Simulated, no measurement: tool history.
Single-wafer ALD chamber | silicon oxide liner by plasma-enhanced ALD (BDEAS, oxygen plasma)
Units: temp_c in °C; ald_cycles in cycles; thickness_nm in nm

run,hour,temp_c,ald_cycles,thickness_nm
1,0,320,78,6.6634
2,2.6,320,73,6.335
3,9,320,79,6.8779
4,16.2,320,69,5.9423
5,17.7,320,65,5.6432
6,23.5,320,55,4.7368
7,27.5,320,56,4.7822

The next listed run, before its measurement:
8,35.6,319,61,?

Run 8 gave thickness_nm 5.2665 nm.
